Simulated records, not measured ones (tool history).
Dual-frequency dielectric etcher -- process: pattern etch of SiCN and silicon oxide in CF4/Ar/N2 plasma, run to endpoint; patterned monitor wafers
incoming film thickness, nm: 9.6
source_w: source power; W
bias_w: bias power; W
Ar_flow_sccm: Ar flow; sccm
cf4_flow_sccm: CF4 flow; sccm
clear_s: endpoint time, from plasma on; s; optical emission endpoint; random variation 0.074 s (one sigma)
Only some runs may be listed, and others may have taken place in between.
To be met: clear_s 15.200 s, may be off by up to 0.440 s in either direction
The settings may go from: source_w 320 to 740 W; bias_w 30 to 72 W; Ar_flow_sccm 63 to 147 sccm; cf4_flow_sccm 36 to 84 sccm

run  hour  source_w  bias_w  Ar_flow_sccm  cf4_flow_sccm  clear_s
  1   0.0       530      51           105             60   11.644
  2   3.6       500      51           105             60   12.252
  3  12.5       480      51           105             60   12.794
  4  21.4       470      51           105             60   12.807
  5  24.8       460      51           105             60   13.115
  6  31.8       460      47           105             60   13.351
  7  37.5       450      47           105             60   13.486
  8  41.3       440      47           105             60   13.751
  9  42.6       430      47           105             60   14.226
 10  50.8       410      47           105             60   14.568

Which one of the following 5 next-run settings gets every result inside its allowed miss? There is exactly one.
  A  59.0       400      51           111             54        ?
  B  59.0       450      47           102             60        ?
  C  59.0       460      45           102             60        ?
  D  59.0       420      50            99             59        ?
  E  59.0       420      52            94             64        ?

move  clear_s
   A   15.248
   B   13.520
   C   13.410
   D   14.073
   E   13.534
A: every result lands within tolerance
B: its largest miss is bigger than the last run's
C: its largest miss is bigger than the last run's
D: its largest miss is bigger than the last run's
E: its largest miss is bigger than the last run's
The move that meets every target is A.

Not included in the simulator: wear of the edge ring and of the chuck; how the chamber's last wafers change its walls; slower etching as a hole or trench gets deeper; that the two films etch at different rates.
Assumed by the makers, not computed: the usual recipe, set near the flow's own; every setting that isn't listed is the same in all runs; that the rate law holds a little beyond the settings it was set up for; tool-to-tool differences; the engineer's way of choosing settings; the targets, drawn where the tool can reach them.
